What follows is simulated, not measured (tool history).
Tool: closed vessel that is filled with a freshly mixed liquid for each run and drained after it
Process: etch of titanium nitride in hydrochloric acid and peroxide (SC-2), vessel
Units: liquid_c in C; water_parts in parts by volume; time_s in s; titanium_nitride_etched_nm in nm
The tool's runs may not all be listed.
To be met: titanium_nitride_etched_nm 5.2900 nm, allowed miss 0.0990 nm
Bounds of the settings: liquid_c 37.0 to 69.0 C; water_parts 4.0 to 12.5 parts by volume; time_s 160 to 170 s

run	hour	liquid_c	water_parts	time_s	titanium_nitride_etched_nm
1	0.0	53.0	7.0	160	11.0520
2	4.7	53.0	7.0	170	11.7690
3	12.2	53.0	7.0	170	11.7010
4	14.3	51.0	7.0	170	10.3110
5	15.6	49.5	7.0	170	9.3003
6	22.5	49.5	7.0	170	9.2995
7	23.2	49.5	7.0	170	9.3527
8	28.0	48.0	7.0	170	8.4131
9	36.6	47.0	7.0	170	7.8503
10	44.1	46.0	7.0	170	7.3660
11	47.0	40.0	7.0	170	4.8555

4 next moves are on the table. One of them brings every result within its allowed miss. Which?
A	49.9	39.0	7.5	170	?
B	49.9	38.0	6.5	160	?
C	49.9	40.5	6.0	160	?
D	49.9	39.0	6.5	160	?

move	titanium_nitride_etched_nm
A	4.2520
B	4.1662
C	5.2932
D	4.4759
A: further off than the last run
B: further off than the last run
C: meets every target
D: further off than the last run
Answer: C
